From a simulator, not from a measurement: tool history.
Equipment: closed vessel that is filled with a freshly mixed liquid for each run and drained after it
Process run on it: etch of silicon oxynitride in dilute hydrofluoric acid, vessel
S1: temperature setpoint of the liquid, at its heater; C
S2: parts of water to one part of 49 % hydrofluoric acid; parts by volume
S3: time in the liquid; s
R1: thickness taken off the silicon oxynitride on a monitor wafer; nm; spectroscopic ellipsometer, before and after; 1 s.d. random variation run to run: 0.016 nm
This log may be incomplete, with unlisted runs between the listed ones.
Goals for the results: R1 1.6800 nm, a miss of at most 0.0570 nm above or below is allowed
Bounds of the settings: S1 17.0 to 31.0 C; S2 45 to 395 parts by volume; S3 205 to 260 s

run,day,S1,S2,S3,R1
1,0.000,23.0,220,260,3.0801
2,0.146,25.0,220,260,3.3429
3,0.258,23.5,235,260,2.9012
4,0.304,22.5,245,260,2.6300
5,0.596,22.5,245,205,2.0734
6,0.638,22.5,215,205,2.3899
7,0.858,22.5,215,205,2.4044
8,0.946,21.5,215,205,2.3021
9,1.179,21.5,215,205,2.2878
10,1.412,21.5,215,205,2.3183
11,1.704,20.5,220,205,2.1401
12,1.858,20.0,220,205,2.0774
13,2.008,19.5,220,205,2.0607
14,2.100,19.0,225,205,1.9375

Exactly one of the 5 candidate moves below puts every result within its allowed miss. Which one?
A,2.192,17.0,240,230,?
B,2.192,19.0,295,225,?
C,2.192,18.0,255,235,?
D,2.192,17.0,235,205,?
E,2.192,19.5,220,255,?

move,R1
A,1.8471
B,1.5614
C,1.8450
D,1.6861
E,2.5406
A: better than the last run, though not everything is in spec
B: takes the biggest miss from the last run beyond its target
C: better than the last run, though not everything is in spec
D: hits every target within its allowed miss
E: the biggest miss grows against the last run
D meets every target.

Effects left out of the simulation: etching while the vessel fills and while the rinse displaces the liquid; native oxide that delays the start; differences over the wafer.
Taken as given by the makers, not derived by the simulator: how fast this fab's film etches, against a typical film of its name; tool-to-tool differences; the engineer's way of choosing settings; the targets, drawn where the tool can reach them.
